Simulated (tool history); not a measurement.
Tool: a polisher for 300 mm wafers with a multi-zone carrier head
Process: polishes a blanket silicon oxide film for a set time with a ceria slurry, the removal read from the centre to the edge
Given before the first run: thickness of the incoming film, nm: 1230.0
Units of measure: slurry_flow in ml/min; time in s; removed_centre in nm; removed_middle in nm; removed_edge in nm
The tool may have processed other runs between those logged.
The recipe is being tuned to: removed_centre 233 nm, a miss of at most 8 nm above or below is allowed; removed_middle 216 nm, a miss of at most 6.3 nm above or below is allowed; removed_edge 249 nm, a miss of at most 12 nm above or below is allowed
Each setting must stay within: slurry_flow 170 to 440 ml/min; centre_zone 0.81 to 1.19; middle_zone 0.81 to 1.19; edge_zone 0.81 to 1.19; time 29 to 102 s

| run | hour | slurry_flow | centre_zone | middle_zone | edge_zone | time | removed_centre | removed_middle | removed_edge |
|---|---|---|---|---|---|---|---|---|---|
| 1 | 0 | 280 | 1 | 1 | 1 | 65 | 340.42 | 339.47 | 337.47 |
| 2 | 2.2 | 270 | 0.97 | 0.94 | 0.99 | 59 | 296.2 | 293.78 | 303.21 |
| 3 | 8.3 | 260 | 0.96 | 0.9 | 1 | 55 | 268.78 | 271.23 | 287.21 |
| 4 | 12.6 | 260 | 0.98 | 0.87 | 1.02 | 51 | 253.07 | 249.75 | 268.59 |
| 5 | 21.3 | 260 | 0.98 | 0.81 | 1.02 | 51 | 255.49 | 239.84 | 271 |
| 6 | 28.4 | 260 | 1.06 | 0.81 | 1.02 | 51 | 274.05 | 237.86 | 272.6 |
| 7 | 36.7 | 250 | 1.04 | 0.81 | 1.03 | 49 | 263.29 | 227.39 | 259.84 |
| 8 | 40.7 | 235 | 1.01 | 0.81 | 1.04 | 48 | 242.21 | 221.22 | 246.43 |
| 9 | 41.4 | 245 | 1.01 | 0.81 | 1.08 | 47 | 242.35 | 220.51 | 260.07 |

Which one of the following 4 next-run settings gets every result inside its allowed miss? There is exactly one.
| A | 42.1 | 255 | 1 | 0.83 | 1.08 | 46 | ? | ? | ? |
| B | 42.1 | 190 | 1.02 | 0.85 | 0.95 | 50 | ? | ? | ? |
| C | 42.1 | 230 | 0.93 | 0.84 | 1.13 | 49 | ? | ? | ? |
| D | 42.1 | 200 | 0.92 | 0.81 | 1.06 | 51 | ? | ? | ? |

| move | removed_centre | removed_middle | removed_edge |
|---|---|---|---|
| A | 238.12 | 215.68 | 251.37 |
| B | 250.75 | 226.62 | 248.15 |
| C | 233.15 | 227.89 | 271.08 |
| D | 234.31 | 228.14 | 268.79 |
A: all results in spec
B: lands further from the targets than the last run did
C: the worst result of the last run now meets its target, but another is out of spec
D: the worst result of the last run now meets its target, but another is out of spec
So the answer is move A, the one that meets all the targets.
